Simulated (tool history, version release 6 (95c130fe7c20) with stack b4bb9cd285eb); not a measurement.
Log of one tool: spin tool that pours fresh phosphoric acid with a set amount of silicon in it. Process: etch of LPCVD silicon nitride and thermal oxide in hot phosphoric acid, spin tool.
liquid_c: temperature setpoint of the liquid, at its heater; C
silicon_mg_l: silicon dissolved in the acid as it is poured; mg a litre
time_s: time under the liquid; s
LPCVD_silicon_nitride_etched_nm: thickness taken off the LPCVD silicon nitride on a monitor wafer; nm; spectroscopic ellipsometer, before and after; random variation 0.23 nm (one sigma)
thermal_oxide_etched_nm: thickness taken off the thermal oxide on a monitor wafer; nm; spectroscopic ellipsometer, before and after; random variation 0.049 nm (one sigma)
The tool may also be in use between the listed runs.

run	hour	liquid_c	silicon_mg_l	time_s	LPCVD_silicon_nitride_etched_nm	thermal_oxide_etched_nm
1	0	162	22	180	15.919	0.40088
2	1.1	162	11	180	15.789	0.4974
3	5	162	5.5	180	15.782	0.59068
4	5.7	162.5	8.5	190	17.177	0.57703
5	7.1	162.5	8.5	225	20.438	0.68744
6	7.8	163	11	230	20.937	0.59018
7	11.5	163	11.5	235	21.624	0.64328

The next listed run, before its measurement:
8	17.4	163.5	12.5	240	?	?

{"run 8": {"LPCVD_silicon_nitride_etched_nm": 22.207, "thermal_oxide_etched_nm": 0.72234}}

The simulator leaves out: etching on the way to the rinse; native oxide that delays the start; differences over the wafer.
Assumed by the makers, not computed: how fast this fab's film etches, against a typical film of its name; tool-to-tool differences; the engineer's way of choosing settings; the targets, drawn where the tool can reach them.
